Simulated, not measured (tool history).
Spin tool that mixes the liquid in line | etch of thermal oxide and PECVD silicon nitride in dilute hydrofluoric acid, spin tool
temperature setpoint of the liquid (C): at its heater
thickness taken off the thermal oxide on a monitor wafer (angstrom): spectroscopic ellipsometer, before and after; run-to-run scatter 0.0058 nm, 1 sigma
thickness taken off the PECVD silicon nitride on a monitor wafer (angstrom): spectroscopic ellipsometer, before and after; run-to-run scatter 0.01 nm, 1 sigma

| run | hour | temperature setpoint of the liquid (C) | parts of water to one part of 49 % hydrofluoric acid (parts by volume) | time under the liquid (s) | thickness taken off the thermal oxide on a monitor wafer (angstrom) | thickness taken off the PECVD silicon nitride on a monitor wafer (angstrom) |
|---|---|---|---|---|---|---|
| 1 | 0.0 | 22.0 | 230 | 180 | 28.932 | 18.800 |
| 2 | 8.4 | 22.0 | 260 | 170 | 23.505 | 15.735 |
| 3 | 17.2 | 22.0 | 225 | 170 | 28.047 | 18.212 |
| 4 | 19.0 | 22.5 | 255 | 160 | 23.083 | 15.248 |
| 5 | 22.6 | 23.0 | 280 | 150 | 19.598 | 13.899 |
| 6 | 23.2 | 23.0 | 305 | 145 | 17.055 | 12.442 |

Run 7 has not been measured yet. What should we expect?
| 7 | 27.0 | 23.0 | 325 | 140 | ? | ? |

Run 7 measured thickness taken off the thermal oxide on a monitor wafer (angstrom) 15.202, thickness taken off the PECVD silicon nitride on a monitor wafer (angstrom) 11.246.
